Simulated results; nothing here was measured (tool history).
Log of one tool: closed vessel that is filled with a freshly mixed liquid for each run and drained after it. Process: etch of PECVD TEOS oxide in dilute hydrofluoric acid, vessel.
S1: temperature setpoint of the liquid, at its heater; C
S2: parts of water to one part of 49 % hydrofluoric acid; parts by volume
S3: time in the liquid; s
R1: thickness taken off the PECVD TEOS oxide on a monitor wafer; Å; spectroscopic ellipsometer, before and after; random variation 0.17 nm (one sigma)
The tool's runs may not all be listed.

| run | day | S1 | S2 | S3 | R1 |
|---|---|---|---|---|---|
| 1 | 0.000 | 21.0 | 135 | 115 | 99.041 |
| 2 | 0.308 | 22.0 | 125 | 115 | 111.940 |
| 3 | 0.542 | 23.5 | 125 | 115 | 119.210 |
| 4 | 0.775 | 23.5 | 90 | 115 | 174.490 |
| 5 | 0.854 | 23.5 | 90 | 115 | 175.330 |
| 6 | 0.933 | 23.5 | 105 | 115 | 145.240 |
| 7 | 1.238 | 24.0 | 100 | 115 | 155.530 |
| 8 | 1.296 | 24.5 | 95 | 115 | 170.900 |
| 9 | 1.529 | 25.0 | 95 | 115 | 173.650 |

Run 10 comes next. What will it give?
| 10 | 1.892 | 29.0 | 70 | 115 | ? |

{"run 10": {"R1": 282.71}}
